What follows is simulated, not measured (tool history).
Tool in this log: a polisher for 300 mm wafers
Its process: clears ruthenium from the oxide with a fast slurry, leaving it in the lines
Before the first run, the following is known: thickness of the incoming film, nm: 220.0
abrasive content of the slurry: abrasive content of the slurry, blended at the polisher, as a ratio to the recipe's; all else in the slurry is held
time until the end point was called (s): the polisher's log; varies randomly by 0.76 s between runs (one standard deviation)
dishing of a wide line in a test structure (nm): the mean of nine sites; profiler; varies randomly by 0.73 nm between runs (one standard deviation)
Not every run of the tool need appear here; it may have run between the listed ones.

run	hour	flow of slurry (ml/min)	pressure of the wafer on the pad (kPa)	speed of the pad under the wafer (m/s)	abrasive content of the slurry	overpolish time after the end point (s)	time until the end point was called (s)	dishing of a wide line in a test structure (nm)
1	0	245	17.9	1.24	1	15	50.131	51.597
2	6.9	245	13.8	1.24	1	15	60.728	41.064
3	8.3	245	15.9	1.28	1	13	52.586	42.475
4	14.6	245	17.2	1.3	1	12	49.24	40.85
5	16.9	245	17.9	1.32	1	11	45.722	38.988
6	21.6	245	17.9	1.32	0.8	11	50.313	36.814
7	26.2	245	19.3	1.32	0.8	11	48.814	38.531
8	35	245	20	1.34	0.8	11	45.449	42.15

Forecast run 9:
9	41.5	245	21.4	1.36	0.8	9	?	?

Run 9 measured time until the end point was called (s) 42.668, dishing of a wide line in a test structure (nm) 36.338.

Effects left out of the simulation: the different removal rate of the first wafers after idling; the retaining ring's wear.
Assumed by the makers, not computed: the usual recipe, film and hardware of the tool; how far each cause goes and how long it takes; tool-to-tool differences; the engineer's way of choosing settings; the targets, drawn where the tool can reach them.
